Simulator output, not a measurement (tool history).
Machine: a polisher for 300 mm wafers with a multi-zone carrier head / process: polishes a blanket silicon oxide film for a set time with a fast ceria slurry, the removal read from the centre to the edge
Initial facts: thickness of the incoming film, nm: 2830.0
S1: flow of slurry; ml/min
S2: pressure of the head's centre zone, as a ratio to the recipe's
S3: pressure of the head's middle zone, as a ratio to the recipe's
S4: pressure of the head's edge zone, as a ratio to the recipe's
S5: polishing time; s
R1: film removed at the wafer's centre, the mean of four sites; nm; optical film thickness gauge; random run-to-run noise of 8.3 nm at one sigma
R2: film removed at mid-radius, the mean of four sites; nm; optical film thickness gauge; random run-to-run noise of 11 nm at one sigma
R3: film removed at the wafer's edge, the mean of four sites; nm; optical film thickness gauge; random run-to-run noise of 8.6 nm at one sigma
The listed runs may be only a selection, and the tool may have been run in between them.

Run 1, day 0.000: S1 260 ml/min, S2 1.00, S3 1.00, S4 1.00, S5 63 s. Result: R1 645.88 nm, R2 613.74 nm, R3 603.39 nm.
Run 2, day 0.075: S1 285 ml/min, S2 1.00, S3 1.00, S4 1.00, S5 63 s. Result: R1 642.92 nm, R2 629.50 nm, R3 615.37 nm.
Run 3, day 0.262: S1 285 ml/min, S2 1.00, S3 1.00, S4 1.00, S5 70 s. Result: R1 715.41 nm, R2 706.95 nm, R3 681.66 nm.
Run 4, day 0.333: S1 310 ml/min, S2 1.00, S3 1.00, S4 1.00, S5 70 s. Result: R1 725.32 nm, R2 692.71 nm, R3 677.26 nm.
Run 5, day 0.571: S1 305 ml/min, S2 0.98, S3 1.01, S4 1.02, S5 73 s. Result: R1 734.28 nm, R2 729.97 nm, R3 725.26 nm.
Run 6, day 0.696: S1 330 ml/min, S2 0.98, S3 1.01, S4 1.02, S5 73 s. Result: R1 739.94 nm, R2 741.21 nm, R3 729.95 nm.
Run 7, day 0.892: S1 330 ml/min, S2 0.97, S3 1.03, S4 1.04, S5 75 s. Result: R1 747.95 nm, R2 775.31 nm, R3 735.97 nm.
Run 8, day 1.175: S1 330 ml/min, S2 0.95, S3 1.03, S4 1.05, S5 77 s. Result: R1 736.17 nm, R2 795.90 nm, R3 766.97 nm.

Forecast run 9:
Run 9, day 1.417: S1 330 ml/min, S2 0.94, S3 1.03, S4 1.06, S5 79 s. Result: R1 ?, R2 ?, R3 ?.

{"run 9": {"R1": 766.25, "R2": 829.93, "R3": 806.49}}
